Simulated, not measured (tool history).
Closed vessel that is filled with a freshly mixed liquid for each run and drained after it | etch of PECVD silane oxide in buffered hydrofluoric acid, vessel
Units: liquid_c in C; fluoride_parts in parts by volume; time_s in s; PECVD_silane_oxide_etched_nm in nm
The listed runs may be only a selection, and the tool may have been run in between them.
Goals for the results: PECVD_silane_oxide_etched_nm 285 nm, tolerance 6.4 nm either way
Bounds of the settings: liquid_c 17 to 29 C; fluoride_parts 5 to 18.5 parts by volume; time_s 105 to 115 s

run 1 day=0 | liquid_c=21 fluoride_parts=11.5 time_s=105 | PECVD_silane_oxide_etched_nm=189.59
run 2 day=0.188 | liquid_c=23 fluoride_parts=11.5 time_s=105 | PECVD_silane_oxide_etched_nm=214.49
run 3 day=0.25 | liquid_c=24.5 fluoride_parts=11.5 time_s=105 | PECVD_silane_oxide_etched_nm=231.64
run 4 day=0.321 | liquid_c=25.5 fluoride_parts=11.5 time_s=105 | PECVD_silane_oxide_etched_nm=243.72
run 5 day=0.667 | liquid_c=26.5 fluoride_parts=11.5 time_s=105 | PECVD_silane_oxide_etched_nm=257.56
run 6 day=0.858 | liquid_c=27 fluoride_parts=11.5 time_s=105 | PECVD_silane_oxide_etched_nm=265.19
run 7 day=1.033 | liquid_c=27.5 fluoride_parts=11.5 time_s=105 | PECVD_silane_oxide_etched_nm=273.17
run 8 day=1.338 | liquid_c=27.5 fluoride_parts=11.5 time_s=105 | PECVD_silane_oxide_etched_nm=270.59

Pick the move, out of 4, that brings all results within their allowed miss; only one does.
run A day=1.642 | liquid_c=27.5 fluoride_parts=13 time_s=110 | PECVD_silane_oxide_etched_nm=?
run B day=1.642 | liquid_c=29 fluoride_parts=13.5 time_s=105 | PECVD_silane_oxide_etched_nm=?
run C day=1.642 | liquid_c=28.5 fluoride_parts=13.5 time_s=110 | PECVD_silane_oxide_etched_nm=?
run D day=1.642 | liquid_c=27.5 fluoride_parts=11.5 time_s=110 | PECVD_silane_oxide_etched_nm=?

move=A PECVD_silane_oxide_etched_nm=253.17
move=B PECVD_silane_oxide_etched_nm=252.43
move=C PECVD_silane_oxide_etched_nm=257.47
move=D PECVD_silane_oxide_etched_nm=285.4
A: misses by more than the last run did
B: misses by more than the last run did
C: misses by more than the last run did
D: meets every target
Answer: D
